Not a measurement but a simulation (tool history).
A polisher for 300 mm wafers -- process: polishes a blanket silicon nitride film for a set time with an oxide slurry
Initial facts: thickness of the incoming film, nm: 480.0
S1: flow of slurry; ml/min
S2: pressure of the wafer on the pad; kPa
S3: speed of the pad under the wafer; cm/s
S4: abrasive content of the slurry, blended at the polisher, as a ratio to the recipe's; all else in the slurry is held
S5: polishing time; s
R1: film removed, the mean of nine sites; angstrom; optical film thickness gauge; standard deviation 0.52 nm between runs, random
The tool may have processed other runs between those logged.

Run 1, hour 0.0: S1 265 ml/min, S2 27.6 kPa, S3 110 cm/s, S4 1.00, S5 51 s. Result: R1 397.72 angstrom.
Run 2, hour 4.5: S1 265 ml/min, S2 27.6 kPa, S3 110 cm/s, S4 1.15, S5 51 s. Result: R1 412.14 angstrom.
Run 3, hour 5.3: S1 265 ml/min, S2 27.6 kPa, S3 110 cm/s, S4 1.05, S5 51 s. Result: R1 393.96 angstrom.
Run 4, hour 8.9: S1 265 ml/min, S2 29.6 kPa, S3 110 cm/s, S4 1.05, S5 51 s. Result: R1 438.26 angstrom.
Run 5, hour 16.4: S1 265 ml/min, S2 24.1 kPa, S3 110 cm/s, S4 1.05, S5 51 s. Result: R1 360.11 angstrom.
Run 6, hour 21.0: S1 265 ml/min, S2 24.1 kPa, S3 110 cm/s, S4 1.15, S5 51 s. Result: R1 371.99 angstrom.
Run 7, hour 23.9: S1 265 ml/min, S2 24.1 kPa, S3 110 cm/s, S4 1.15, S5 51 s. Result: R1 363.89 angstrom.
Run 8, hour 27.7: S1 265 ml/min, S2 26.9 kPa, S3 110 cm/s, S4 1.15, S5 51 s. Result: R1 411.53 angstrom.
Run 9, hour 33.4: S1 265 ml/min, S2 29.0 kPa, S3 110 cm/s, S4 1.15, S5 51 s. Result: R1 435.32 angstrom.
Run 10, hour 39.4: S1 265 ml/min, S2 30.3 kPa, S3 110 cm/s, S4 1.15, S5 51 s. Result: R1 443.97 angstrom.
Run 11, hour 47.6: S1 265 ml/min, S2 32.4 kPa, S3 110 cm/s, S4 1.15, S5 51 s. Result: R1 490.87 angstrom.

Estimate the outcome of run 12 from the log above:
Run 12, hour 52.8: S1 265 ml/min, S2 33.1 kPa, S3 110 cm/s, S4 1.15, S5 51 s. Result: R1 ?.

For run 12 the tool returned R1 483.04 angstrom.
